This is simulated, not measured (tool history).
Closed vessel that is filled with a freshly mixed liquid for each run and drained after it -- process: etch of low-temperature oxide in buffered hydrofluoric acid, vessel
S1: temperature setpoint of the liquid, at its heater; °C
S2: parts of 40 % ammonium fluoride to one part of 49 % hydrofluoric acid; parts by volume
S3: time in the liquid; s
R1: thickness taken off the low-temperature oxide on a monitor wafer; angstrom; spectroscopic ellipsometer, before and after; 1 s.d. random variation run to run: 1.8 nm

| run | hour | S1 | S2 | S3 | R1 |
|---|---|---|---|---|---|
| 1 | 0 | 23 | 14 | 85 | 3396.8 |
| 2 | 6.5 | 24 | 14 | 85 | 3591.8 |
| 3 | 9.3 | 25 | 14 | 85 | 3825.9 |
| 4 | 12.4 | 23 | 14 | 85 | 3393.7 |
| 5 | 15.5 | 20.5 | 14 | 85 | 2980.3 |
| 6 | 21.8 | 22.5 | 14 | 85 | 3309.5 |
| 7 | 30.3 | 24 | 14 | 85 | 3632.4 |

For run 8, what comes out?
| 8 | 36.7 | 25 | 14 | 85 | ? |

{"run 8": {"R1": 3814.1}}
